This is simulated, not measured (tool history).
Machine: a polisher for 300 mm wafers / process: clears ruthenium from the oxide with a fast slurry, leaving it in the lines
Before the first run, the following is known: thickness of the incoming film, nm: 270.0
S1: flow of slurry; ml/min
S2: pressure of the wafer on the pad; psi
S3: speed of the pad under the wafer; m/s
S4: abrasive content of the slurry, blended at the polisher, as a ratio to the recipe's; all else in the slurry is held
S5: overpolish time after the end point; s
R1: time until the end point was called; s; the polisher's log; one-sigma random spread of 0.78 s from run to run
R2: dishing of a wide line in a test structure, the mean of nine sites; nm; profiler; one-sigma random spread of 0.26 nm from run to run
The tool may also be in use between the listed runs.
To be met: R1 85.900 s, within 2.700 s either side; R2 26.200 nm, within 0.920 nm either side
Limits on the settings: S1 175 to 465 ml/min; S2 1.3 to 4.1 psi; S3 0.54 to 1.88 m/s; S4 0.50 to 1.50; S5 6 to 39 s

Run 1, day 0.000: S1 295 ml/min, S2 2.7 psi, S3 1.20 m/s, S4 1.00, S5 20 s. Result: R1 54.656 s, R2 52.319 nm.
Run 2, day 0.046: S1 295 ml/min, S2 3.2 psi, S3 1.20 m/s, S4 1.00, S5 20 s. Result: R1 48.422 s, R2 56.177 nm.
Run 3, day 0.196: S1 295 ml/min, S2 2.9 psi, S3 1.18 m/s, S4 1.00, S5 18 s. Result: R1 53.146 s, R2 51.071 nm.
Run 4, day 0.475: S1 295 ml/min, S2 2.9 psi, S3 1.18 m/s, S4 1.15, S5 18 s. Result: R1 48.731 s, R2 52.486 nm.
Run 5, day 0.604: S1 275 ml/min, S2 2.7 psi, S3 1.12 m/s, S4 1.20, S5 16 s. Result: R1 53.407 s, R2 47.659 nm.
Run 6, day 0.708: S1 275 ml/min, S2 2.3 psi, S3 1.12 m/s, S4 1.20, S5 16 s. Result: R1 57.876 s, R2 45.435 nm.
Run 7, day 0.962: S1 280 ml/min, S2 2.1 psi, S3 1.06 m/s, S4 1.25, S5 14 s. Result: R1 63.739 s, R2 39.016 nm.
Run 8, day 1.004: S1 285 ml/min, S2 2.0 psi, S3 1.04 m/s, S4 1.25, S5 13 s. Result: R1 67.172 s, R2 35.629 nm.
Run 9, day 1.196: S1 300 ml/min, S2 1.9 psi, S3 1.02 m/s, S4 1.25, S5 13 s. Result: R1 69.931 s, R2 34.645 nm.
Run 10, day 1.433: S1 305 ml/min, S2 1.3 psi, S3 1.02 m/s, S4 1.25, S5 6 s. Result: R1 85.054 s, R2 15.882 nm.
Run 11, day 1.621: S1 295 ml/min, S2 1.4 psi, S3 0.98 m/s, S4 1.30, S5 6 s. Result: R1 84.298 s, R2 16.285 nm.
Run 12, day 1.996: S1 295 ml/min, S2 1.4 psi, S3 0.94 m/s, S4 1.30, S5 7 s. Result: R1 85.889 s, R2 17.860 nm.
Run 13, day 2.283: S1 295 ml/min, S2 1.4 psi, S3 0.90 m/s, S4 1.35, S5 8 s. Result: R1 86.638 s, R2 19.956 nm.
Run 14, day 2.358: S1 295 ml/min, S2 1.4 psi, S3 0.88 m/s, S4 1.35, S5 8 s. Result: R1 89.877 s, R2 19.136 nm.
Run 15, day 2.683: S1 295 ml/min, S2 1.4 psi, S3 0.86 m/s, S4 1.35, S5 8 s. Result: R1 91.913 s, R2 19.244 nm.
Run 16, day 2.962: S1 295 ml/min, S2 1.5 psi, S3 0.84 m/s, S4 1.35, S5 8 s. Result: R1 90.919 s, R2 19.062 nm.

Which of these 4 next moves meets every target?
Run A, day 3.242: S1 330 ml/min, S2 1.3 psi, S3 0.86 m/s, S4 1.35, S5 12 s. Result: R1 ?, R2 ?.
Run B, day 3.242: S1 285 ml/min, S2 1.3 psi, S3 1.02 m/s, S4 1.20, S5 11 s. Result: R1 ?, R2 ?.
Run C, day 3.242: S1 275 ml/min, S2 1.8 psi, S3 0.74 m/s, S4 1.30, S5 13 s. Result: R1 ?, R2 ?.
Run D, day 3.242: S1 215 ml/min, S2 2.1 psi, S3 0.74 m/s, S4 1.20, S5 12 s. Result: R1 ?, R2 ?.

move      R1      R2
   A  92.653  25.678
   B  85.210  25.611
   C  93.011  27.275
   D  91.361  25.967
A: brings the last run's worst result on target, with another outside its allowed miss
B: hits every target within its allowed miss
C: pushes the last run's worst result past its target
D: brings the last run's worst result on target, with another outside its allowed miss
The right move is B.
